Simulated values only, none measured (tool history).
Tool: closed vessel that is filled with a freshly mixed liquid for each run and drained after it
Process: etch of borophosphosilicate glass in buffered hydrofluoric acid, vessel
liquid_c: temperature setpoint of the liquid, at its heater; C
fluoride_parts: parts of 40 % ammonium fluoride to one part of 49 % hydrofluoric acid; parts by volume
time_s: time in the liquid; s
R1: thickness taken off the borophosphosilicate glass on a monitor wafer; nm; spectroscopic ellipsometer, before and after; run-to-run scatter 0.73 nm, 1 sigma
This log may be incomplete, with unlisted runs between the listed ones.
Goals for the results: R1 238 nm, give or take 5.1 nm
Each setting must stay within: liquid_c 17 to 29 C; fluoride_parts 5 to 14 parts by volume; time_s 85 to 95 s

Run 1, day 0: liquid_c 21 C, fluoride_parts 8.5 parts by volume, time_s 85 s. Result: R1 215.36 nm.
Run 2, day 0.188: liquid_c 21.5 C, fluoride_parts 8.5 parts by volume, time_s 85 s. Result: R1 221.83 nm.
Run 3, day 0.446: liquid_c 21.5 C, fluoride_parts 9.5 parts by volume, time_s 85 s. Result: R1 200.01 nm.
Run 4, day 0.588: liquid_c 21.5 C, fluoride_parts 9.5 parts by volume, time_s 85 s. Result: R1 200.69 nm.
Run 5, day 0.879: liquid_c 22.5 C, fluoride_parts 9.5 parts by volume, time_s 85 s. Result: R1 212.03 nm.
Run 6, day 0.975: liquid_c 19.5 C, fluoride_parts 9.5 parts by volume, time_s 85 s. Result: R1 179.77 nm.
Run 7, day 1.15: liquid_c 23.5 C, fluoride_parts 9.5 parts by volume, time_s 85 s. Result: R1 223.47 nm.
Run 8, day 1.446: liquid_c 24 C, fluoride_parts 9.5 parts by volume, time_s 85 s. Result: R1 229.37 nm.

4 next moves are on the table. One of them brings every result within its allowed miss. Which?
Run A, day 1.742: liquid_c 25.5 C, fluoride_parts 11 parts by volume, time_s 95 s. Result: R1 ?.
Run B, day 1.742: liquid_c 22.5 C, fluoride_parts 8 parts by volume, time_s 85 s. Result: R1 ?.
Run C, day 1.742: liquid_c 22.5 C, fluoride_parts 9.5 parts by volume, time_s 90 s. Result: R1 ?.
Run D, day 1.742: liquid_c 23.5 C, fluoride_parts 9.5 parts by volume, time_s 90 s. Result: R1 ?.

move      R1
   A  245.55
   B  249.72
   C  224.51
   D  237.02
A: takes the result that was furthest off past its target
B: takes the result that was furthest off past its target
C: the biggest miss grows against the last run
D: each result inside its tolerance
So the answer is move D, the one that meets all the targets.
